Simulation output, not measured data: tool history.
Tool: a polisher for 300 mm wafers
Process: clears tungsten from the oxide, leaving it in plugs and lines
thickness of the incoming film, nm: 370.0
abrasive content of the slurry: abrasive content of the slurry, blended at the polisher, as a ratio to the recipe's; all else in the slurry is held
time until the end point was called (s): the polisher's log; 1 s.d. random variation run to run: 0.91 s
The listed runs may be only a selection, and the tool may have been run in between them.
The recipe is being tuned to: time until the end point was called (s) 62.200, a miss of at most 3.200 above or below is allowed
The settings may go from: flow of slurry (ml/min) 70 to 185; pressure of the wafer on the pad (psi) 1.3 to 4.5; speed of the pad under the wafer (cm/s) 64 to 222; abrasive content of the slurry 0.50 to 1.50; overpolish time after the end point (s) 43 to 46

run	hour	flow of slurry (ml/min)	pressure of the wafer on the pad (psi)	speed of the pad under the wafer (cm/s)	abrasive content of the slurry	overpolish time after the end point (s)	time until the end point was called (s)
1	0.0	120	2.9	142	1.00	43	76.842
2	4.8	120	2.9	116	1.00	43	88.110
3	12.8	120	2.9	150	1.00	43	72.915
4	16.9	120	3.0	150	1.00	43	70.719
5	23.5	120	2.4	150	1.00	43	81.881
6	31.1	110	2.4	150	1.00	43	87.056
7	38.2	120	2.5	150	1.00	43	81.987
8	42.3	125	2.6	150	1.00	43	79.303

Which one of the following 4 next-run settings gets every result inside its allowed miss? There is exactly one.
A	46.4	135	3.4	182	1.00	43	?
B	46.4	140	3.1	190	0.95	43	?
C	46.4	145	2.9	164	1.20	46	?
D	46.4	105	3.9	124	0.75	46	?

move	time until the end point was called (s)
A	52.818
B	55.093
C	61.762
D	71.703
A: carries the result that was furthest off beyond its target, to the other side
B: carries the result that was furthest off beyond its target, to the other side
C: hits every target within its allowed miss
D: closes in on the targets versus the last run, not all within tolerance yet
The move that meets every target is C.
